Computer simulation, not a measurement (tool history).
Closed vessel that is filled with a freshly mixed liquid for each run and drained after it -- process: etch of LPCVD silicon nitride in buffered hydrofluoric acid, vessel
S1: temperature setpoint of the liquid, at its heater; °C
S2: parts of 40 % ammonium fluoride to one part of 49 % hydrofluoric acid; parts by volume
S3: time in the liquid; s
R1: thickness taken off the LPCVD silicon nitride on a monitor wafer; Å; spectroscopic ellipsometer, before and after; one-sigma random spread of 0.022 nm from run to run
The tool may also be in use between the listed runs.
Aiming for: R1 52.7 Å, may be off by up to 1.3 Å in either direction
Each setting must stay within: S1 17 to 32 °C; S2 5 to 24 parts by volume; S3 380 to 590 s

run	hour	S1	S2	S3	R1
1	0	24	14.5	590	64.901
2	5	24	14.5	380	42.065
3	12.5	24	14.5	590	65.049
4	17.1	24	19	590	49.793
5	19.4	24	19	590	49.21
6	22.6	24	16.5	590	56.867
7	24.5	23.5	16.5	590	55.968
8	30.9	23	16.5	590	54.243

Pick the move, out of 5, that brings all results within their allowed miss; only one does.
A	37.3	24.5	17.5	590	?
B	37.3	23.5	14.5	530	?
C	37.3	23	16	590	?
D	37.3	20	13.5	560	?
E	37.3	23.5	16	575	?

move	R1
A	55.794
B	57.097
C	56.136
D	53.305
E	56.232
A: the biggest miss grows against the last run
B: the biggest miss grows against the last run
C: the biggest miss grows against the last run
D: every result lands within tolerance
E: the biggest miss grows against the last run
The move that meets every target is D.
